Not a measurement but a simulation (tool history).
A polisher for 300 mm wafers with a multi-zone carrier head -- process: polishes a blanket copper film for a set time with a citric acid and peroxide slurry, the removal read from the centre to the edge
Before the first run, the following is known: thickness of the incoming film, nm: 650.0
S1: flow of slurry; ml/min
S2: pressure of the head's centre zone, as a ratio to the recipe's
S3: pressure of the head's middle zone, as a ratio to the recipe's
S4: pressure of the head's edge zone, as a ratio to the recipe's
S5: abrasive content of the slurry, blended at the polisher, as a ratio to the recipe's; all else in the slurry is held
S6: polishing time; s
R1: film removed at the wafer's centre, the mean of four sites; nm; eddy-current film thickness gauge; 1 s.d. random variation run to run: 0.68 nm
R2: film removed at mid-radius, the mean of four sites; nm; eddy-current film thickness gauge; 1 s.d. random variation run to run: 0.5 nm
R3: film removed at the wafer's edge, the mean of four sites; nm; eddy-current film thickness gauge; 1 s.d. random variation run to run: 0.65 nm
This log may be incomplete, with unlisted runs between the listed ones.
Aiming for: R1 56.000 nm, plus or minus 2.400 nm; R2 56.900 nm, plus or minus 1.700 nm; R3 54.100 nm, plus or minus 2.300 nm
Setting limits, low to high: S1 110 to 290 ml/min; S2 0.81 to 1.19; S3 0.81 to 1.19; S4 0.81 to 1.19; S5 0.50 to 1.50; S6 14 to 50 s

run,hour,S1,S2,S3,S4,S5,S6,R1,R2,R3
1,0.0,185,1.00,1.00,1.00,1.00,32,67.464,67.694,70.029
2,4.4,185,1.00,1.00,1.00,1.15,32,69.889,70.397,73.351
3,8.8,185,1.00,1.00,0.98,1.10,32,69.372,70.096,72.801
4,10.8,185,1.00,1.00,1.06,1.10,32,70.453,69.723,74.393
5,18.2,185,1.00,1.00,1.02,1.10,32,69.188,69.746,75.331
6,25.3,210,1.00,1.00,1.02,1.10,32,71.687,72.560,74.823
# hour 33.4: slurry nozzle cleaned
7,33.4,260,0.94,0.93,0.92,0.85,27,57.631,57.399,60.730
8,38.2,260,0.94,0.94,0.91,0.85,27,55.989,57.586,58.725
9,46.9,260,0.94,0.94,0.90,0.85,27,59.037,58.417,60.266
10,50.2,260,0.94,0.95,0.89,0.80,27,56.011,56.948,57.446
11,51.6,260,0.94,0.95,0.88,0.80,27,56.296,57.346,56.940

Which single option among these 4 for the next run brings every result within its allowed miss of target? Just one does.
A,53.0,245,0.85,0.87,0.90,0.95,27,?,?,?
B,53.0,280,0.93,0.88,0.88,0.60,30,?,?,?
C,53.0,260,0.97,0.92,0.88,0.80,28,?,?,?
D,53.0,240,0.96,0.97,0.82,0.90,26,?,?,?

move,R1,R2,R3
A,53.158,54.850,60.900
B,58.155,55.213,59.916
C,60.675,57.303,60.024
D,56.961,56.862,55.289
A: moves away from the targets compared with the last run
B: moves away from the targets compared with the last run
C: moves away from the targets compared with the last run
D: all results in spec
Go with D: it meets all targets.
